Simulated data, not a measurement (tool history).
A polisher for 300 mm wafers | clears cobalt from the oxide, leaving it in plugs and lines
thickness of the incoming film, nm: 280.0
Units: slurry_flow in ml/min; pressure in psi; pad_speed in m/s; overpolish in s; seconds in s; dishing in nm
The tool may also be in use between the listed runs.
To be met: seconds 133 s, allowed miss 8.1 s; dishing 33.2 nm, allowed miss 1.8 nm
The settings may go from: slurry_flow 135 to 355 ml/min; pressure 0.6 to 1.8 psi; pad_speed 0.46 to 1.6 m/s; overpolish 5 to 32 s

{"run": 1, "hour": 0.0, "slurry_flow": 225, "pressure": 1.2, "pad_speed": 1.02, "overpolish": 16, "seconds": 94.959, "dishing": 33.978}
{"run": 2, "hour": 1.4, "slurry_flow": 225, "pressure": 1.1, "pad_speed": 1.02, "overpolish": 16, "seconds": 100.46, "dishing": 33.188}
{"run": 3, "hour": 6.1, "slurry_flow": 185, "pressure": 1.1, "pad_speed": 1.02, "overpolish": 16, "seconds": 100.91, "dishing": 32.763}
{"run": 4, "hour": 13.1, "slurry_flow": 225, "pressure": 1.1, "pad_speed": 1.02, "overpolish": 16, "seconds": 100.06, "dishing": 34.399}
{"run": 5, "hour": 17.5, "slurry_flow": 225, "pressure": 1, "pad_speed": 1.02, "overpolish": 16, "seconds": 105.92, "dishing": 32.048}
{"run": 6, "hour": 24.6, "slurry_flow": 185, "pressure": 1, "pad_speed": 1.02, "overpolish": 16, "seconds": 111.07, "dishing": 32.156}
{"run": 7, "hour": 33.4, "slurry_flow": 185, "pressure": 0.9, "pad_speed": 1.02, "overpolish": 17, "seconds": 119.39, "dishing": 30.176}
{"run": 8, "hour": 42.1, "slurry_flow": 185, "pressure": 0.9, "pad_speed": 1.02, "overpolish": 19, "seconds": 122.66, "dishing": 32.177}

Which of these 5 next moves meets every target?
{"run": "A", "hour": 50.8, "slurry_flow": 140, "pressure": 0.9, "pad_speed": 0.96, "overpolish": 21, "seconds": "?", "dishing": "?"}
{"run": "B", "hour": 50.8, "slurry_flow": 185, "pressure": 1.1, "pad_speed": 0.86, "overpolish": 16, "seconds": "?", "dishing": "?"}
{"run": "C", "hour": 50.8, "slurry_flow": 210, "pressure": 0.8, "pad_speed": 1.14, "overpolish": 19, "seconds": "?", "dishing": "?"}
{"run": "D", "hour": 50.8, "slurry_flow": 135, "pressure": 1, "pad_speed": 0.72, "overpolish": 20, "seconds": "?", "dishing": "?"}
{"run": "E", "hour": 50.8, "slurry_flow": 155, "pressure": 1, "pad_speed": 0.84, "overpolish": 28, "seconds": "?", "dishing": "?"}

move=A seconds=132.38 dishing=33.804
move=B seconds=119.35 dishing=29.972
move=C seconds=119.31 dishing=33.87
move=D seconds=159.55 dishing=28.591
move=E seconds=135.53 dishing=40.165
A: meets every target
B: further off than the last run
C: further off than the last run
D: takes the result that was furthest off past its target
E: brings the result that was furthest off to its target, and leaves another outside
The right move is A.
